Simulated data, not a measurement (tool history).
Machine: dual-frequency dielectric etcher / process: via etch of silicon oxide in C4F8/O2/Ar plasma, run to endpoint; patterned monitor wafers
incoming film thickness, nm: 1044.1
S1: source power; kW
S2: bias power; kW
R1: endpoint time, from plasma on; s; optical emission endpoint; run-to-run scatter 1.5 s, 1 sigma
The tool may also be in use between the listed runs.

run	day	S1	S2	R1
1	0	1.54	2.556	207.44
2	0.096	1.67	2.651	200.61
3	0.221	1.78	2.778	192.87
4	0.554	1.78	2.384	204.63
5	0.896	1.87	2.558	199.25
6	1.008	1.92	2.746	187.47

Predict the results of run 7:
7	1.375	1.96	2.791	?

{"run 7": {"R1": 187.42}}
